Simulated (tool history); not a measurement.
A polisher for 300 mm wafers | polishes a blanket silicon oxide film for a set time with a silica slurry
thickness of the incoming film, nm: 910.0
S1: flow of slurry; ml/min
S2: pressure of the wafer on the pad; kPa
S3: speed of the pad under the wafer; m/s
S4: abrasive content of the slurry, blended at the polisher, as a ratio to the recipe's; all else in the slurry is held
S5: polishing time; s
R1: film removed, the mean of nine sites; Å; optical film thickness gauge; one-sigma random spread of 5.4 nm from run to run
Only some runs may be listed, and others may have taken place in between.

run  hour   S1    S2    S3    S4   S5      R1
  1   0.0  265  22.1  1.08  1.00  110  3186.5
  2   7.7  265  22.1  1.08  1.15  110  3300.2
  3  16.2  265  22.1  1.08  1.25  110  3410.5
  4  23.0  265  22.1  1.08  1.15  110  3334.9
  5  27.1  265  24.1  1.08  1.15  110  3496.7
  6  28.4  265  24.1  1.08  1.15  110  3493.4
  7  34.3  265  25.5  1.10  1.15  110  3740.0

For run 8, what comes out?
  8  40.5  265  26.2  1.10  1.15  110   ?

R1: 3771.9 Å
